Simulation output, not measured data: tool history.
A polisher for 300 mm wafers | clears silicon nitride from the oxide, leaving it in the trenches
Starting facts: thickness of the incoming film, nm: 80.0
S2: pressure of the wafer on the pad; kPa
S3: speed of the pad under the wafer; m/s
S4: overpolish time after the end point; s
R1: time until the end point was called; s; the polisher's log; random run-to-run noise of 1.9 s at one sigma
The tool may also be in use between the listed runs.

run 1 day=0.000 | flow_of_slurry_(ml/min)=235 S2=18.6 S3=0.98 S4=25 | R1=81.824
run 2 day=0.283 | flow_of_slurry_(ml/min)=260 S2=18.6 S3=0.98 S4=25 | R1=80.714
run 3 day=0.329 | flow_of_slurry_(ml/min)=215 S2=18.6 S3=0.98 S4=25 | R1=84.736
run 4 day=0.354 | flow_of_slurry_(ml/min)=215 S2=18.6 S3=0.98 S4=25 | R1=82.993
run 5 day=0.542 | flow_of_slurry_(ml/min)=215 S2=21.4 S3=0.98 S4=25 | R1=73.064
run 6 day=0.692 | flow_of_slurry_(ml/min)=215 S2=24.1 S3=0.98 S4=25 | R1=66.210
run 7 day=0.879 | flow_of_slurry_(ml/min)=215 S2=24.1 S3=0.98 S4=25 | R1=65.322
run 8 day=1.125 | flow_of_slurry_(ml/min)=210 S2=20.0 S3=0.92 S4=25 | R1=84.086
run 9 day=1.183 | flow_of_slurry_(ml/min)=205 S2=16.5 S3=0.88 S4=25 | R1=102.410
run 10 day=1.379 | flow_of_slurry_(ml/min)=200 S2=14.5 S3=0.86 S4=25 | R1=121.690

Run 11, settings as shown, results not yet in. Your forecast:
run 11 day=1.612 | flow_of_slurry_(ml/min)=195 S2=13.1 S3=0.86 S4=25 | R1=?

{"run 11": {"R1": 133.37}}

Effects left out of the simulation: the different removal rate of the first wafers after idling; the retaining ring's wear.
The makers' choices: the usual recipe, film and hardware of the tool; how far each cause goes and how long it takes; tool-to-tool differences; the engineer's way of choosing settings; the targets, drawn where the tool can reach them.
